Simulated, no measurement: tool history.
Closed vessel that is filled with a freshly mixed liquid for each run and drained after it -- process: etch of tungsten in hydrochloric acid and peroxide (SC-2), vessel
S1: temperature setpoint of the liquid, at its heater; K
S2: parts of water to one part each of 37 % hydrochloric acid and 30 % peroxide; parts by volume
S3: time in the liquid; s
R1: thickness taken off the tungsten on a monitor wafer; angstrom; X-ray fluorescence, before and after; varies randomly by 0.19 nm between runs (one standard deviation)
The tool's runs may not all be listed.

| run | hour | S1 | S2 | S3 | R1 |
|---|---|---|---|---|---|
| 1 | 0.0 | 321.15 | 5.0 | 30 | 79.496 |
| 2 | 8.5 | 321.15 | 6.0 | 30 | 69.981 |
| 3 | 17.1 | 321.15 | 4.5 | 30 | 85.480 |
| 4 | 18.1 | 324.65 | 4.5 | 30 | 109.620 |
| 5 | 26.0 | 327.15 | 4.5 | 30 | 125.730 |
| 6 | 27.9 | 329.15 | 4.5 | 30 | 145.970 |

What will run 7 give?
| 7 | 31.8 | 330.15 | 4.5 | 30 | ? |

R1: 154.220 angstrom

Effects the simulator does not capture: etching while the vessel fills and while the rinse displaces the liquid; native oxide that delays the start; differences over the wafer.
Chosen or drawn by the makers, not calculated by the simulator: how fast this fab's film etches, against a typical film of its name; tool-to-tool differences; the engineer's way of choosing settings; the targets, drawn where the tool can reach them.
